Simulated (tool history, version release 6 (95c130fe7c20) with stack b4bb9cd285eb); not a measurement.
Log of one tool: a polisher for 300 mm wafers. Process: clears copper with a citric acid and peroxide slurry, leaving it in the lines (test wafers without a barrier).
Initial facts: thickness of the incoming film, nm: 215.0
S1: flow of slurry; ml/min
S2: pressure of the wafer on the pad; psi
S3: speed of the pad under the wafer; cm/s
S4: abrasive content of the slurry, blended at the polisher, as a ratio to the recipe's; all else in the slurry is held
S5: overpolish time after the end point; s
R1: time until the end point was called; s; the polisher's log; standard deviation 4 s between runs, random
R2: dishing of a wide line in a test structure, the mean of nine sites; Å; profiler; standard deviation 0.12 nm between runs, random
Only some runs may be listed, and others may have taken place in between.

run,hour,S1,S2,S3,S4,S5,R1,R2
1,0,270,3.1,84,1,18,100.88,310.36
2,7.1,270,3.1,84,1,22,100.32,387.94
3,14.2,265,3,78,1,20,107.7,316.02
4,15.4,265,3,78,1,13,108.95,212.5
5,17.1,265,3,70,1,13,122.98,195.61
6,22.2,235,3,70,1,13,125.29,187.25

Predict the results of run 7:
7,24.6,235,2.8,70,1,13,?,?

R1: 130.66 s
R2: 182.12 Å
